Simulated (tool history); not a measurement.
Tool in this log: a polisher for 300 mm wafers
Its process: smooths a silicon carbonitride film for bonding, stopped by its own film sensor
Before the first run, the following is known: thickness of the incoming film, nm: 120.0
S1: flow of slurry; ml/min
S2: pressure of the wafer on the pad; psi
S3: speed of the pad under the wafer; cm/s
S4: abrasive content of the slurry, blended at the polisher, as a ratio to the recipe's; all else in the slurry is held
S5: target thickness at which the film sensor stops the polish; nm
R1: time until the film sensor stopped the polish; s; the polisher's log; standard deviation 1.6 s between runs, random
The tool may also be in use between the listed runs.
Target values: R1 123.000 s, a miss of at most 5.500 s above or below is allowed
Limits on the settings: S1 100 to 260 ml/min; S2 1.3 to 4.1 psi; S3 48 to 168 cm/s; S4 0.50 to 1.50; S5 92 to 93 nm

{"run": 1, "day": 0.0, "S1": 165, "S2": 2.7, "S3": 108, "S4": 1.0, "S5": 93, "R1": 75.895}
{"run": 2, "day": 0.242, "S1": 165, "S2": 2.6, "S3": 108, "S4": 1.0, "S5": 93, "R1": 81.1}
{"run": 3, "day": 0.308, "S1": 185, "S2": 2.6, "S3": 108, "S4": 1.0, "S5": 93, "R1": 80.584}
{"run": 4, "day": 0.446, "S1": 185, "S2": 3.1, "S3": 108, "S4": 1.0, "S5": 93, "R1": 66.369}
{"run": 5, "day": 0.508, "S1": 185, "S2": 3.1, "S3": 108, "S4": 1.0, "S5": 93, "R1": 66.384}
{"run": 6, "day": 0.562, "S1": 185, "S2": 2.9, "S3": 108, "S4": 1.0, "S5": 93, "R1": 71.783}
{"run": 7, "day": 0.725, "S1": 185, "S2": 2.8, "S3": 108, "S4": 1.0, "S5": 93, "R1": 75.852}
{"run": 8, "day": 0.917, "S1": 185, "S2": 2.8, "S3": 108, "S4": 1.0, "S5": 93, "R1": 72.574}
{"run": 9, "day": 1.192, "S1": 185, "S2": 2.7, "S3": 108, "S4": 1.0, "S5": 93, "R1": 76.236}
{"run": 10, "day": 1.358, "S1": 185, "S2": 2.6, "S3": 108, "S4": 1.0, "S5": 93, "R1": 78.513}

5 next moves are on the table. One of them brings every result within its allowed miss. Which?
{"run": "A", "day": 1.525, "S1": 195, "S2": 2.2, "S3": 80, "S4": 1.15, "S5": 92, "R1": "?"}
{"run": "B", "day": 1.525, "S1": 175, "S2": 2.2, "S3": 72, "S4": 0.8, "S5": 92, "R1": "?"}
{"run": "C", "day": 1.525, "S1": 180, "S2": 1.9, "S3": 104, "S4": 0.9, "S5": 93, "R1": "?"}
{"run": "D", "day": 1.525, "S1": 155, "S2": 2.0, "S3": 96, "S4": 0.85, "S5": 92, "R1": "?"}
{"run": "E", "day": 1.525, "S1": 200, "S2": 2.5, "S3": 84, "S4": 0.75, "S5": 92, "R1": "?"}

move=A R1=108.950
move=B R1=131.760
move=C R1=112.130
move=D R1=121.170
move=E R1=108.220
A: moves toward the targets from the last run without getting all of them in spec
B: the result that was furthest off in the last run now lies on the other side of its target
C: moves toward the targets from the last run without getting all of them in spec
D: every result within its allowed miss
E: moves toward the targets from the last run without getting all of them in spec
The move that meets every target is D.

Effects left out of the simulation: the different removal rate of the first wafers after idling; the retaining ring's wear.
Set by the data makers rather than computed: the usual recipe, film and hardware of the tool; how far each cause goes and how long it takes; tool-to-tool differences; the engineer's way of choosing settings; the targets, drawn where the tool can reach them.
